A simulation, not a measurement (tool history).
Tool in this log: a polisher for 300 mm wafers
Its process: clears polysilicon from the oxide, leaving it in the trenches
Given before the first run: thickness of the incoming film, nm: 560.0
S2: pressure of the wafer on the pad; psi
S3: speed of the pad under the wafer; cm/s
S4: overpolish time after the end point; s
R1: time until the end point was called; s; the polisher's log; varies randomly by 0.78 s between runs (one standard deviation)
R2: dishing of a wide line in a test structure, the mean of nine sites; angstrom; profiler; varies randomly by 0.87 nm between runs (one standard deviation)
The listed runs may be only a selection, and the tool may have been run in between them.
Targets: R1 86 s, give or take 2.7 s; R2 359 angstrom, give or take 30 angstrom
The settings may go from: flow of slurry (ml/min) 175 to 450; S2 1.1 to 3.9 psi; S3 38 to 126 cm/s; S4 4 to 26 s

{"run": 1, "hour": 0.0, "flow of slurry (ml/min)": 290, "S2": 2.5, "S3": 82, "S4": 13, "R1": 55.401, "R2": 433.38}
{"run": 2, "hour": 1.9, "flow of slurry (ml/min)": 290, "S2": 2.3, "S3": 82, "S4": 11, "R1": 58.969, "R2": 402.49}
{"run": 3, "hour": 3.4, "flow of slurry (ml/min)": 290, "S2": 2.3, "S3": 100, "S4": 11, "R1": 47.838, "R2": 421.44}
{"run": 4, "hour": 11.2, "flow of slurry (ml/min)": 290, "S2": 2.3, "S3": 100, "S4": 9, "R1": 48.97, "R2": 419.23}
{"run": 5, "hour": 12.9, "flow of slurry (ml/min)": 290, "S2": 2, "S3": 98, "S4": 9, "R1": 54.71, "R2": 379.33}
{"run": 6, "hour": 15.6, "flow of slurry (ml/min)": 290, "S2": 1.4, "S3": 98, "S4": 9, "R1": 70.335, "R2": 363.34}
{"run": 7, "hour": 23.0, "flow of slurry (ml/min)": 290, "S2": 1.3, "S3": 96, "S4": 10, "R1": 76.203, "R2": 353.05}
{"hour": 29.2, "done": "slurry nozzle cleaned"}
{"run": 8, "hour": 29.2, "flow of slurry (ml/min)": 290, "S2": 1.3, "S3": 96, "S4": 10, "R1": 73.034, "R2": 354.26}
{"run": 9, "hour": 37.9, "flow of slurry (ml/min)": 285, "S2": 1.1, "S3": 88, "S4": 13, "R1": 90.217, "R2": 372.08}

4 next moves are on the table. One of them brings every result within its allowed miss. Which?
{"run": "A", "hour": 46.6, "flow of slurry (ml/min)": 220, "S2": 1.1, "S3": 82, "S4": 14, "R1": "?", "R2": "?"}
{"run": "B", "hour": 46.6, "flow of slurry (ml/min)": 245, "S2": 1.2, "S3": 88, "S4": 11, "R1": "?", "R2": "?"}
{"run": "C", "hour": 46.6, "flow of slurry (ml/min)": 340, "S2": 1.1, "S3": 84, "S4": 26, "R1": "?", "R2": "?"}
{"run": "D", "hour": 46.6, "flow of slurry (ml/min)": 270, "S2": 1.1, "S3": 84, "S4": 12, "R1": "?", "R2": "?"}

move=A R1=99.073 R2=372.09
move=B R1=86.556 R2=356.52
move=C R1=92.909 R2=439.9
move=D R1=94.757 R2=355.99
A: lands further from the targets than the last run did
B: meets every target
C: lands further from the targets than the last run did
D: lands further from the targets than the last run did
Correct choice: B, which meets every target
